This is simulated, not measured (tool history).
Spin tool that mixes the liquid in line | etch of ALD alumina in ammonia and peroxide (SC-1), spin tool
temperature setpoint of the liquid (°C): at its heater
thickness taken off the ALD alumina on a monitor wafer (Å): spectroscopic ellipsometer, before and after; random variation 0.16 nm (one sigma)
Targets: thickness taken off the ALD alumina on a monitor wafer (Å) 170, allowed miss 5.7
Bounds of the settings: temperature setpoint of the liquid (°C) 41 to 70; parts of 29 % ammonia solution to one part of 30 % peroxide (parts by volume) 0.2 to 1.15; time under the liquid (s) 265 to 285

run  hour  temperature setpoint of the liquid (°C)  parts of 29 % ammonia solution to one part of 30 % peroxide (parts by volume)  time under the liquid (s)  thickness taken off the ALD alumina on a monitor wafer (Å)
  1     0                                       57                                                                           0.65                        265                                                      256.44
  2   5.7                                       57                                                                           0.45                        265                                                      246.29
  3   8.5                                     54.5                                                                           0.45                        265                                                      217.84
  4  12.6                                     54.5                                                                            0.6                        265                                                      223.44
  5  16.9                                       53                                                                            0.6                        265                                                      201.22
  6  22.2                                       53                                                                            0.6                        265                                                      203.38
  7  27.7                                       52                                                                            0.6                        265                                                         190
  8  32.2                                     51.5                                                                            0.6                        265                                                      187.22
  9  39.9                                       51                                                                            0.6                        265                                                      183.08
 10  47.6                                     50.5                                                                            0.6                        265                                                      179.92
 11  49.1                                       49                                                                            0.6                        265                                                      161.63

Which of these 4 next moves meets every target?
  A  50.6                                       49                                                                           0.45                        265                                                           ?
  B  50.6                                       47                                                                            0.7                        265                                                           ?
  C  50.6                                     48.5                                                                            0.6                        280                                                           ?
  D  50.6                                       47                                                                            0.5                        285                                                           ?

move  thickness taken off the ALD alumina on a monitor wafer (Å)
   A                                                      160.73
   B                                                      149.94
   C                                                      169.77
   D                                                      156.17
A: further off than the last run
B: further off than the last run
C: meets every target
D: further off than the last run
The right move is C.

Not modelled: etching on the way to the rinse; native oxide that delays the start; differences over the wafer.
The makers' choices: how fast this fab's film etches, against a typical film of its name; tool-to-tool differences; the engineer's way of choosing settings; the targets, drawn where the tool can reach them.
